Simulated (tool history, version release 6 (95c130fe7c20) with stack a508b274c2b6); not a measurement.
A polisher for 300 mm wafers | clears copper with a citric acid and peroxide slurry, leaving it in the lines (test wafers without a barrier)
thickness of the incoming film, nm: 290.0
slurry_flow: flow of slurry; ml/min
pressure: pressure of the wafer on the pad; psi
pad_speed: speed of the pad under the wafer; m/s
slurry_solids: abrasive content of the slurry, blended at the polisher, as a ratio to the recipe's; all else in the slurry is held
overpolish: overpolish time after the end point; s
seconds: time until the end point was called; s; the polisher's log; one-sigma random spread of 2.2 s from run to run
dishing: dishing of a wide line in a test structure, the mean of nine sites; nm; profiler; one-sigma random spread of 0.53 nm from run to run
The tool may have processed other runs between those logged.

Run 1, hour 0.0: slurry_flow 240 ml/min, pressure 2.9 psi, pad_speed 1.36 m/s, slurry_solids 1.0, overpolish 29 s. Result: seconds 116.310 s, dishing 42.801 nm.
Run 2, hour 1.3: slurry_flow 240 ml/min, pressure 2.9 psi, pad_speed 1.36 m/s, slurry_solids 1.2, overpolish 29 s. Result: seconds 108.090 s, dishing 43.246 nm.
Run 3, hour 6.0: slurry_flow 240 ml/min, pressure 2.8 psi, pad_speed 1.36 m/s, slurry_solids 1.2, overpolish 28 s. Result: seconds 111.500 s, dishing 40.706 nm.
Run 4, hour 7.8: slurry_flow 240 ml/min, pressure 2.8 psi, pad_speed 1.36 m/s, slurry_solids 1.2, overpolish 23 s. Result: seconds 111.280 s, dishing 36.072 nm.
Run 5, hour 11.2: slurry_flow 240 ml/min, pressure 2.7 psi, pad_speed 1.36 m/s, slurry_solids 1.2, overpolish 23 s. Result: seconds 113.930 s, dishing 35.329 nm.
Run 6, hour 18.2: slurry_flow 240 ml/min, pressure 2.7 psi, pad_speed 1.68 m/s, slurry_solids 1.2, overpolish 23 s. Result: seconds 97.142 s, dishing 41.109 nm.

Run 7, settings as shown, results not yet in. Your forecast:
Run 7, hour 21.2: slurry_flow 240 ml/min, pressure 2.6 psi, pad_speed 1.68 m/s, slurry_solids 1.2, overpolish 22 s. Result: seconds ?, dishing ?.

seconds: 97.723 s
dishing: 38.254 nm

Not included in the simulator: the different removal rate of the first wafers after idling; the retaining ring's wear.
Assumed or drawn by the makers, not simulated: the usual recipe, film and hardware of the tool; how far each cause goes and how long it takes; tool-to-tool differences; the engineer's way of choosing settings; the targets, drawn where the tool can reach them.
